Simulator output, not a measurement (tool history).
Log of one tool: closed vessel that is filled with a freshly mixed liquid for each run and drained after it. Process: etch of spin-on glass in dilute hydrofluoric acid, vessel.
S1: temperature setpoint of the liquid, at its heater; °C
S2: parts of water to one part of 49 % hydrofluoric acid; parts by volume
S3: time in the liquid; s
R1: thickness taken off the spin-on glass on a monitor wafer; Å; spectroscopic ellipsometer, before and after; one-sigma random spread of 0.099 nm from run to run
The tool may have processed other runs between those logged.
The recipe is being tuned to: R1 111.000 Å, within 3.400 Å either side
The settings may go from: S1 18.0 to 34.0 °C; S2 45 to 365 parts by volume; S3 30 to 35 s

{"run": 1, "hour": 0.0, "S1": 26.0, "S2": 205, "S3": 35, "R1": 92.087}
{"run": 2, "hour": 6.0, "S1": 26.0, "S2": 250, "S3": 35, "R1": 71.933}
{"run": 3, "hour": 10.1, "S1": 26.0, "S2": 250, "S3": 35, "R1": 72.078}
{"run": 4, "hour": 16.8, "S1": 27.5, "S2": 245, "S3": 35, "R1": 76.627}
{"run": 5, "hour": 23.9, "S1": 27.5, "S2": 245, "S3": 35, "R1": 77.28}
{"run": 6, "hour": 26.7, "S1": 25.5, "S2": 245, "S3": 35, "R1": 71.614}
{"run": 7, "hour": 30.8, "S1": 27.0, "S2": 240, "S3": 35, "R1": 77.824}
{"run": 8, "hour": 32.0, "S1": 28.0, "S2": 235, "S3": 35, "R1": 82.563}
{"run": 9, "hour": 39.7, "S1": 29.0, "S2": 230, "S3": 35, "R1": 88.199}
{"run": 10, "hour": 45.1, "S1": 30.0, "S2": 225, "S3": 35, "R1": 93.432}
{"run": 11, "hour": 47.9, "S1": 30.5, "S2": 225, "S3": 35, "R1": 96.128}
{"run": 12, "hour": 50.8, "S1": 31.0, "S2": 225, "S3": 35, "R1": 97.512}
{"run": 13, "hour": 53.8, "S1": 31.5, "S2": 225, "S3": 35, "R1": 99.473}
{"run": 14, "hour": 56.8, "S1": 32.0, "S2": 225, "S3": 35, "R1": 101.53}
{"run": 15, "hour": 62.5, "S1": 32.5, "S2": 225, "S3": 35, "R1": 102.42}

Below are 5 possible settings for the next run. Only one of them brings all results inside the allowed miss of their targets. Which is it?
{"run": "A", "hour": 68.2, "S1": 31.5, "S2": 205, "S3": 35, "R1": "?"}
{"run": "B", "hour": 68.2, "S1": 30.5, "S2": 200, "S3": 30, "R1": "?"}
{"run": "C", "hour": 68.2, "S1": 32.5, "S2": 240, "S3": 35, "R1": "?"}
{"run": "D", "hour": 68.2, "S1": 34.0, "S2": 230, "S3": 30, "R1": "?"}
{"run": "E", "hour": 68.2, "S1": 31.5, "S2": 225, "S3": 35, "R1": "?"}

move=A R1=109.760
move=B R1=93.856
move=C R1=92.601
move=D R1=88.004
move=E R1=97.468
A: each result inside its tolerance
B: moves away from the targets compared with the last run
C: moves away from the targets compared with the last run
D: moves away from the targets compared with the last run
E: moves away from the targets compared with the last run
The move that meets every target is A.
